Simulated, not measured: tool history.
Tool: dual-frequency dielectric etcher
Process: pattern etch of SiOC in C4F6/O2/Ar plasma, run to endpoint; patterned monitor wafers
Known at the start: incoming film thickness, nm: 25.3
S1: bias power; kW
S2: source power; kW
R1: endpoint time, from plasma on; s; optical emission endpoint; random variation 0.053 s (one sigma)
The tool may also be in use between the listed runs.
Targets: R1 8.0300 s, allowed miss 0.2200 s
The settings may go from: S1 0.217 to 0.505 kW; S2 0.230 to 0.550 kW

run,hour,S1,S2,R1
1,0.0,0.361,0.390,9.1192
2,5.5,0.386,0.400,8.8932
3,13.6,0.386,0.340,9.3021
4,21.1,0.386,0.310,9.4701
5,26.8,0.416,0.340,9.1049
6,28.7,0.438,0.370,8.7257
7,34.2,0.453,0.380,8.3725
8,35.6,0.461,0.380,8.5732

5 next moves are on the table. One of them brings every result within its allowed miss. Which?
A,37.0,0.438,0.310,?
B,37.0,0.499,0.420,?
C,37.0,0.399,0.280,?
D,37.0,0.429,0.410,?
E,37.0,0.356,0.410,?

move,R1
A,9.1457
B,7.9776
C,9.7398
D,8.5024
E,9.1025
A: further off than the last run
B: meets every target
C: further off than the last run
D: nearer than the last run, and not there yet
E: further off than the last run
Move B is the one to make.

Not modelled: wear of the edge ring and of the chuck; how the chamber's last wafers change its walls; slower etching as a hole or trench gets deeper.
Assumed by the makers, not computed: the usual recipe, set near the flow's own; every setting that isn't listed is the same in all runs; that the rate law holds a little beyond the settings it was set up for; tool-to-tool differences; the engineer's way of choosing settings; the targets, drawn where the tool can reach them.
